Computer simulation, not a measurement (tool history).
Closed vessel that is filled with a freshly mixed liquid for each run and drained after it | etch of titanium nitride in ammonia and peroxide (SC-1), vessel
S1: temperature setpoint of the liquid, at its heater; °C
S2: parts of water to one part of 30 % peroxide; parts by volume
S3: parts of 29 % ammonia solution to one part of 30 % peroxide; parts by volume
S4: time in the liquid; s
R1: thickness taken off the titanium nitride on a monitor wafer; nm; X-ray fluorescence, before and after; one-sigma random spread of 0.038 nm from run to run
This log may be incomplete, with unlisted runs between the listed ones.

| run | hour | S1 | S2 | S3 | S4 | R1 |
|---|---|---|---|---|---|---|
| 1 | 0.0 | 59.0 | 26.5 | 0.55 | 30 | 4.0269 |
| 2 | 5.8 | 59.0 | 26.5 | 0.55 | 30 | 4.1071 |
| 3 | 11.3 | 59.0 | 21.5 | 0.55 | 30 | 4.6247 |
| 4 | 13.8 | 59.0 | 21.5 | 0.55 | 30 | 4.5474 |
| 5 | 17.7 | 59.0 | 21.5 | 0.75 | 30 | 4.8504 |
| 6 | 20.1 | 59.0 | 21.5 | 0.75 | 30 | 4.8506 |

Predict the results of run 7:
| 7 | 26.6 | 59.5 | 21.5 | 0.75 | 30 | ? |

R1: 4.9984 nm
